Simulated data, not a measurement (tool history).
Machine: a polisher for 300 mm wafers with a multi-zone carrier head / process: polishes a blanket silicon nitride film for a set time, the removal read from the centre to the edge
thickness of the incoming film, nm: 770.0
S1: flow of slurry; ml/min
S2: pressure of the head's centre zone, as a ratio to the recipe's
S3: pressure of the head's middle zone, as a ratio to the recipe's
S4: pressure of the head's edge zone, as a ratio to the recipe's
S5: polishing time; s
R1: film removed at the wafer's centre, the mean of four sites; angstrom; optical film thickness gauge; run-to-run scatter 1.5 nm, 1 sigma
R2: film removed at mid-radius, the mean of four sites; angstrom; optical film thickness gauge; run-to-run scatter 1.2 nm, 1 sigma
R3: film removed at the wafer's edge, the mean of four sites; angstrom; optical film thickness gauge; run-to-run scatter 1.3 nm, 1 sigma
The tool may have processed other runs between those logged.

| run | day | S1 | S2 | S3 | S4 | S5 | R1 | R2 | R3 |
|---|---|---|---|---|---|---|---|---|---|
| 1 | 0 | 240 | 1 | 1 | 1 | 70 | 1352.5 | 1415.4 | 1341.9 |
| 2 | 0.333 | 235 | 1.02 | 0.96 | 1.01 | 67 | 1358.5 | 1295.6 | 1330.1 |
| 3 | 0.633 | 230 | 1.02 | 0.94 | 0.99 | 64 | 1283.2 | 1222.1 | 1234.3 |
| 4 | 0.867 | 210 | 1.02 | 0.94 | 0.99 | 64 | 1243.4 | 1196.3 | 1223.9 |
| 5 | 0.954 | 210 | 1.07 | 0.94 | 0.99 | 64 | 1310.2 | 1195.8 | 1232.6 |
| 6 | 1.192 | 210 | 1.14 | 0.94 | 0.99 | 64 | 1410.4 | 1181.4 | 1224.5 |
| 7 | 1.483 | 185 | 1.11 | 0.84 | 1.02 | 54 | 1151.6 | 906.9 | 1039.4 |

Predict the results of run 8:
| 8 | 1.671 | 190 | 1.11 | 0.84 | 1.03 | 54 | ? | ? | ? |

{"run 8": {"R1": 1146.8, "R2": 893.83, "R3": 1046.4}}
